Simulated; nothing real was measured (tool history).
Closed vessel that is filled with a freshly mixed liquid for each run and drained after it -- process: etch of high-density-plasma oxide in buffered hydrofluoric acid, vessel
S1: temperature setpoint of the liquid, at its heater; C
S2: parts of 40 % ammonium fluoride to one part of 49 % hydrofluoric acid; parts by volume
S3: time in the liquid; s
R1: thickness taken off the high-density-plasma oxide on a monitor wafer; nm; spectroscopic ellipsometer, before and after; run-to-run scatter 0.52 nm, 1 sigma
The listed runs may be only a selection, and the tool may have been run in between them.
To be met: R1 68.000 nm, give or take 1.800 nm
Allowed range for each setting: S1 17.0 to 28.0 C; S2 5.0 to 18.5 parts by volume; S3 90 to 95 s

| run | hour | S1 | S2 | S3 | R1 |
|---|---|---|---|---|---|
| 1 | 0.0 | 20.0 | 11.5 | 90 | 111.240 |
| 2 | 1.7 | 19.5 | 12.5 | 90 | 99.818 |
| 3 | 3.9 | 19.0 | 13.0 | 90 | 93.260 |
| 4 | 5.5 | 19.0 | 10.5 | 90 | 114.440 |
| 5 | 10.0 | 18.5 | 11.5 | 90 | 102.360 |
| 6 | 11.4 | 18.0 | 12.5 | 90 | 91.913 |
| 7 | 16.5 | 18.0 | 13.0 | 90 | 88.021 |
| 8 | 20.4 | 18.0 | 13.5 | 90 | 84.960 |
| 9 | 21.8 | 18.0 | 14.0 | 90 | 82.164 |
| 10 | 25.1 | 18.0 | 14.5 | 90 | 79.436 |
| 11 | 27.4 | 18.0 | 15.0 | 90 | 76.580 |
| 12 | 31.1 | 17.5 | 15.5 | 90 | 72.333 |

Consider the 4 candidate settings below. Which is the only one whose results all fall within their allowed miss of target?
| A | 34.8 | 17.5 | 17.5 | 95 | ? |
| B | 34.8 | 18.0 | 15.5 | 95 | ? |
| C | 34.8 | 19.0 | 17.0 | 90 | ? |
| D | 34.8 | 17.0 | 15.0 | 90 | ? |

| move | R1 |
|---|---|
| A | 68.671 |
| B | 79.637 |
| C | 72.894 |
| D | 73.603 |
A: all results in spec
B: misses by more than the last run did
C: misses by more than the last run did
D: misses by more than the last run did
A is the move that brings every result within its allowed miss.

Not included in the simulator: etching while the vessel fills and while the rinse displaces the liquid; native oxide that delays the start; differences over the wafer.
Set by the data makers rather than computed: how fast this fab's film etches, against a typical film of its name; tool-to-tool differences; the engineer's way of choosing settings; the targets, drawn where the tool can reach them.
